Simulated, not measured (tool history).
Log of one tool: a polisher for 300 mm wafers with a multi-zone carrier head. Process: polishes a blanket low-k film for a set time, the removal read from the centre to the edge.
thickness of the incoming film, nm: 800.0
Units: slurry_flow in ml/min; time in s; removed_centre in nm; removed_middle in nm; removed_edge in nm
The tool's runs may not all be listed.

run  hour  slurry_flow  centre_zone  middle_zone  edge_zone  slurry_solids  time  removed_centre  removed_middle  removed_edge
  1   0.0          170         1.00         1.00       1.00           1.00    65          37.551          36.334        36.574
  2   1.2          170         1.00         1.00       1.00           1.10    65          39.177          37.316        38.269
  3   9.1          170         1.00         0.96       1.00           1.10    65          39.897          35.751        38.173
  4  16.2          170         1.01         0.96       0.98           1.05    64          38.079          35.388        36.605
  5  18.4          170         1.01         0.96       0.98           0.95    64          36.855          33.859        35.038
  6  21.2          170         1.10         0.96       0.98           0.95    64          39.807          33.330        34.836

The next listed run, before its measurement:
  7  27.7          160         1.11         1.06       0.88           0.70    60               ?               ?             ?

{"run 7": {"removed_centre": 32.487, "removed_middle": 29.138, "removed_edge": 26.766}}

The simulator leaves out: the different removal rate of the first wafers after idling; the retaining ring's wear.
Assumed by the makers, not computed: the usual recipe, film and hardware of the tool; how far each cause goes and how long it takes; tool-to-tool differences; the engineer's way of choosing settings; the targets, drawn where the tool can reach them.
